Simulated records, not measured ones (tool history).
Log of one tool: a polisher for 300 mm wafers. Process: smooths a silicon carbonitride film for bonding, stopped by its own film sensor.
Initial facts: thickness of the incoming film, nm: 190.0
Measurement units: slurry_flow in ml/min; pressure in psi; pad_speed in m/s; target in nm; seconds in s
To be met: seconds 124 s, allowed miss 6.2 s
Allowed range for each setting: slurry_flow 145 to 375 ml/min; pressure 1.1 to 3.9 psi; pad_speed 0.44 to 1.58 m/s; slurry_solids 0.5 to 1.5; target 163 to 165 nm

run	hour	slurry_flow	pressure	pad_speed	slurry_solids	target	seconds
1	0	240	2.5	1	1	165	79.957
2	8.7	240	3.1	1	1	165	64.929
3	14.8	240	3.1	1	1	163	69.775
4	23.2	240	3.1	1.1	1	163	65.69
5	29.7	240	3.1	1.34	1	163	57.082
6	37.1	240	2.8	1.32	1	163	63.711
7	41.9	240	2.6	1.3	1	163	69.026
8	43.7	240	2.4	1.28	1	163	77.363
9	47.5	240	2.2	1.28	1	163	83.624
10	49.8	240	2.1	1.28	1	163	85.177
11	54.3	240	1.4	1.22	1	163	130.58
12	55.6	240	1.4	1.22	1	163	132.18

Which of these 5 next moves meets every target?
A	56.9	225	1.3	1.18	1.1	163	?
B	56.9	255	1.4	1.02	1.15	163	?
C	56.9	245	1.4	1.14	0.95	163	?
D	56.9	155	1.9	0.92	0.85	165	?
E	56.9	220	1.2	1.36	0.9	164	?

move	seconds
A	138.82
B	138.69
C	140.72
D	125.94
E	143.71
A: the biggest miss grows against the last run
B: the biggest miss grows against the last run
C: the biggest miss grows against the last run
D: every result lands within tolerance
E: the biggest miss grows against the last run
Go with D: it meets all targets.

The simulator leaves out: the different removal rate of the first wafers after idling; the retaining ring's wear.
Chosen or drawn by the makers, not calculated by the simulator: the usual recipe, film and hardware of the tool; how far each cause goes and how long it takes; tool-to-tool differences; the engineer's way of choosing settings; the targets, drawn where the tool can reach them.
